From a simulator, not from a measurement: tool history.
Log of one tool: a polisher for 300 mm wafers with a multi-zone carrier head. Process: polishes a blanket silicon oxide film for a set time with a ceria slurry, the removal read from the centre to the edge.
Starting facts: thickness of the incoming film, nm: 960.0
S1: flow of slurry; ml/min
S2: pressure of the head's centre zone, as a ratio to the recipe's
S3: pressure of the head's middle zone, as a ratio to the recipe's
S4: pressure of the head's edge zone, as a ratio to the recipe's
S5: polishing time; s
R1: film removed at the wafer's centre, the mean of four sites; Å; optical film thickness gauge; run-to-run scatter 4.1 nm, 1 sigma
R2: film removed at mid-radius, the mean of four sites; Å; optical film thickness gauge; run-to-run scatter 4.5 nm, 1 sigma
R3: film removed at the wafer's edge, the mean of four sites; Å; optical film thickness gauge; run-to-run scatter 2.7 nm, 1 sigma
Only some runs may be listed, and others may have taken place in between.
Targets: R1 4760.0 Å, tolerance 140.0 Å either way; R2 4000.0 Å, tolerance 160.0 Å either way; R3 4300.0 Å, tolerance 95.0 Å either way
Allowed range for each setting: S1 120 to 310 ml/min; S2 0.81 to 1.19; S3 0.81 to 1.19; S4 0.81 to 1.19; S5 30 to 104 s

run    day   S1    S2    S3    S4  S5      R1      R2      R3
  1  0.000  200  1.00  1.00  1.00  67  3115.0  3191.9  3142.6
  2  0.375  205  1.02  1.00  1.02  69  3292.0  3300.8  3259.5
  3  0.575  205  1.02  1.03  1.02  69  3287.9  3364.2  3281.6
  4  0.875  180  1.02  1.03  1.02  69  3212.2  3290.4  3183.7
  5  1.096  190  1.04  1.03  1.04  70  3435.5  3306.4  3316.0
  6  1.379  200  1.05  1.04  1.06  71  3447.4  3436.5  3417.6
  7  1.692  205  1.07  1.04  1.07  72  3615.7  3525.8  3465.6
  8  1.896  210  1.08  1.03  1.08  73  3742.0  3650.3  3561.6
  9  2.158  265  1.18  0.93  1.18  80  4554.4  3677.9  4156.7
 10  2.350  265  1.18  0.94  1.18  80  4570.3  3734.7  4208.5
 11  2.542  270  1.18  0.95  1.18  80  4598.1  3728.8  4151.4

Exercise: of the 5 proposed moves below, exactly one satisfies all targets within the stated allowed misses. Which move is it?
  A  2.733  295  1.17  1.08  1.08  81   ?   ?   ?
  B  2.733  275  1.18  0.96  1.19  79   ?   ?   ?
  C  2.733  290  1.18  1.15  1.08  80   ?   ?   ?
  D  2.733  290  1.13  0.91  1.15  80   ?   ?   ?
  E  2.733  285  1.18  0.98  1.18  82   ?   ?   ?

move      R1      R2      R3
   A  4656.9  4324.6  4031.4
   B  4540.5  3800.4  4110.3
   C  4632.3  4492.9  3972.8
   D  4427.5  3707.4  4110.9
   E  4733.3  4026.7  4259.2
A: the result that was furthest off in the last run now lies on the other side of its target
B: the biggest miss grows against the last run
C: the result that was furthest off in the last run now lies on the other side of its target
D: the biggest miss grows against the last run
E: meets every target
Answer: E
